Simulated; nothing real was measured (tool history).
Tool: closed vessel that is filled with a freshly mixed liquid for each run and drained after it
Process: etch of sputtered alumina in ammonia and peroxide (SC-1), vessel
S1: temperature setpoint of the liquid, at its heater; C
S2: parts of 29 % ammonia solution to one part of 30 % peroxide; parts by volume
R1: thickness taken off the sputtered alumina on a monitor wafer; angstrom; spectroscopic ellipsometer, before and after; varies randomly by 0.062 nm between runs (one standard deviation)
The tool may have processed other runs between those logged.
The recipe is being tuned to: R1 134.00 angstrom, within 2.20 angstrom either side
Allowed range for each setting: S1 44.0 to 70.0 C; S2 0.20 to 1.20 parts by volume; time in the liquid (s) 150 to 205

Run 1, hour 0.0: S1 60.0 C, S2 0.90 parts by volume, time in the liquid (s) 205. Result: R1 200.71 angstrom.
Run 2, hour 1.0: S1 57.5 C, S2 0.90 parts by volume, time in the liquid (s) 205. Result: R1 173.70 angstrom.
Run 3, hour 9.8: S1 57.5 C, S2 0.90 parts by volume, time in the liquid (s) 205. Result: R1 175.42 angstrom.
Run 4, hour 12.3: S1 57.5 C, S2 0.65 parts by volume, time in the liquid (s) 205. Result: R1 170.25 angstrom.
Run 5, hour 20.7: S1 55.0 C, S2 0.65 parts by volume, time in the liquid (s) 205. Result: R1 148.27 angstrom.
Run 6, hour 23.0: S1 58.0 C, S2 0.65 parts by volume, time in the liquid (s) 205. Result: R1 173.92 angstrom.
Run 7, hour 31.5: S1 56.5 C, S2 0.65 parts by volume, time in the liquid (s) 205. Result: R1 162.52 angstrom.
Run 8, hour 38.1: S1 55.5 C, S2 0.65 parts by volume, time in the liquid (s) 205. Result: R1 152.52 angstrom.
Run 9, hour 45.9: S1 55.0 C, S2 0.65 parts by volume, time in the liquid (s) 205. Result: R1 148.22 angstrom.
Run 10, hour 51.7: S1 54.5 C, S2 0.65 parts by volume, time in the liquid (s) 205. Result: R1 144.71 angstrom.
Run 11, hour 58.3: S1 54.0 C, S2 0.65 parts by volume, time in the liquid (s) 205. Result: R1 140.04 angstrom.

Which of these 4 next moves meets every target?
Run A, hour 64.9: S1 60.5 C, S2 0.45 parts by volume, time in the liquid (s) 150. Result: R1 ?.
Run B, hour 64.9: S1 53.5 C, S2 0.65 parts by volume, time in the liquid (s) 205. Result: R1 ?.
Run C, hour 64.9: S1 54.5 C, S2 0.25 parts by volume, time in the liquid (s) 200. Result: R1 ?.
Run D, hour 64.9: S1 53.0 C, S2 0.65 parts by volume, time in the liquid (s) 205. Result: R1 ?.

move      R1
   A  140.05
   B  137.32
   C  129.07
   D  133.67
A: no better and no worse than the last run
B: closes in on the targets versus the last run, not all within tolerance yet
C: carries the result that was furthest off beyond its target, to the other side
D: hits every target within its allowed miss
The move that meets every target is D.

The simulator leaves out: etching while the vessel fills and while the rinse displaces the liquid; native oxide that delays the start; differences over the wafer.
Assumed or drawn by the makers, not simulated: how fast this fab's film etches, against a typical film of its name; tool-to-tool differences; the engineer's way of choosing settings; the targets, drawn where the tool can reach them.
